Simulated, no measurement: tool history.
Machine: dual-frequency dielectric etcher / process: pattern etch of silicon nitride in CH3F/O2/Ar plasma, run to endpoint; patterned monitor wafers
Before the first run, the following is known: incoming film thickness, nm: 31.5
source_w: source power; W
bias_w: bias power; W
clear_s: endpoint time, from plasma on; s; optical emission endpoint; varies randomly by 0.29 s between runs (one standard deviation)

| run | hour | source_w | bias_w | clear_s |
|---|---|---|---|---|
| 1 | 0 | 440 | 66 | 46.756 |
| 2 | 8.1 | 490 | 66 | 45.045 |
| 3 | 13.7 | 510 | 67 | 42.884 |
| 4 | 18.5 | 510 | 72 | 42.37 |
| 5 | 26.5 | 520 | 72 | 42.265 |
| 6 | 32.2 | 530 | 72 | 41.526 |
| 7 | 32.8 | 540 | 72 | 41.454 |

What will run 8 give?
| 8 | 39 | 550 | 72 | ? |

{"run 8": {"clear_s": 41.613}}

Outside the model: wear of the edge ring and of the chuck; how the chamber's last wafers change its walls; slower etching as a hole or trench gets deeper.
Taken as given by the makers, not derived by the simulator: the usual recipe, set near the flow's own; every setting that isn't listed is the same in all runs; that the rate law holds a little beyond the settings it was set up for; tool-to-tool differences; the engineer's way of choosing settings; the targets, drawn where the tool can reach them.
